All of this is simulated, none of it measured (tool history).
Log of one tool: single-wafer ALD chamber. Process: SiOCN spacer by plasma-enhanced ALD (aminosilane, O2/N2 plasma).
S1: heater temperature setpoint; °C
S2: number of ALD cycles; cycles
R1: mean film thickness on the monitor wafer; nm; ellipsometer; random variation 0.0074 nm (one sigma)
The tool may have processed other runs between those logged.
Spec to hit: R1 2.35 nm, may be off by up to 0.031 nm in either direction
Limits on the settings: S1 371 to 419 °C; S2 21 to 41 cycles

{"run": 1, "hour": 0.0, "S1": 395, "S2": 31, "R1": 1.8923}
{"run": 2, "hour": 1.2, "S1": 399, "S2": 31, "R1": 1.893}
{"run": 3, "hour": 5.5, "S1": 399, "S2": 32, "R1": 1.9574}
{"run": 4, "hour": 13.8, "S1": 388, "S2": 32, "R1": 1.9647}
{"run": 5, "hour": 22.5, "S1": 388, "S2": 28, "R1": 1.7073}
{"run": 6, "hour": 23.4, "S1": 398, "S2": 28, "R1": 1.7104}
{"run": 7, "hour": 31.7, "S1": 398, "S2": 30, "R1": 1.8308}
{"run": 8, "hour": 34.5, "S1": 398, "S2": 32, "R1": 1.9563}
{"run": 9, "hour": 37.4, "S1": 398, "S2": 33, "R1": 2.0154}
{"run": 10, "hour": 44.5, "S1": 398, "S2": 34, "R1": 2.0818}
{"run": 11, "hour": 49.5, "S1": 398, "S2": 35, "R1": 2.1309}
{"hour": 58.4, "done": "thermocouple changed; heater temperature recalibrated"}
{"run": 12, "hour": 58.4, "S1": 398, "S2": 36, "R1": 2.1893}

Which single option among these 4 for the next run brings every result within its allowed miss of target? Just one does.
{"run": "A", "hour": 67.3, "S1": 392, "S2": 37, "R1": "?"}
{"run": "B", "hour": 67.3, "S1": 387, "S2": 41, "R1": "?"}
{"run": "C", "hour": 67.3, "S1": 372, "S2": 35, "R1": "?"}
{"run": "D", "hour": 67.3, "S1": 413, "S2": 40, "R1": "?"}

move=A R1=2.2765
move=B R1=2.5226
move=C R1=2.1534
move=D R1=2.3595
A: nearer than the last run, and not there yet
B: moves the result that the last run missed by most past its target, out the other side
C: the biggest miss grows against the last run
D: every result within its allowed miss
Go with D: it meets all targets.
